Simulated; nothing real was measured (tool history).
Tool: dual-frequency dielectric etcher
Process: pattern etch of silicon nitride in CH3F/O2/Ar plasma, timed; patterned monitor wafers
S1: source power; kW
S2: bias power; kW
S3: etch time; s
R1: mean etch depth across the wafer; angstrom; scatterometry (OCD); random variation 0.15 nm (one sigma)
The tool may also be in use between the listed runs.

{"run": 1, "hour": 0.0, "S1": 0.4, "S2": 0.097, "S3": 42.0, "R1": 295.09}
{"run": 2, "hour": 8.2, "S1": 0.4, "S2": 0.097, "S3": 42.0, "R1": 297.65}
{"run": 3, "hour": 13.8, "S1": 0.42, "S2": 0.099, "S3": 42.0, "R1": 303.84}
{"run": 4, "hour": 18.0, "S1": 0.38, "S2": 0.099, "S3": 42.0, "R1": 292.93}
{"run": 5, "hour": 23.6, "S1": 0.44, "S2": 0.099, "S3": 42.0, "R1": 308.38}
{"run": 6, "hour": 31.5, "S1": 0.46, "S2": 0.101, "S3": 42.0, "R1": 312.48}

Forecast run 7:
{"run": 7, "hour": 39.7, "S1": 0.48, "S2": 0.103, "S3": 42.0, "R1": "?"}

Run 7 gave R1 322.82 angstrom.
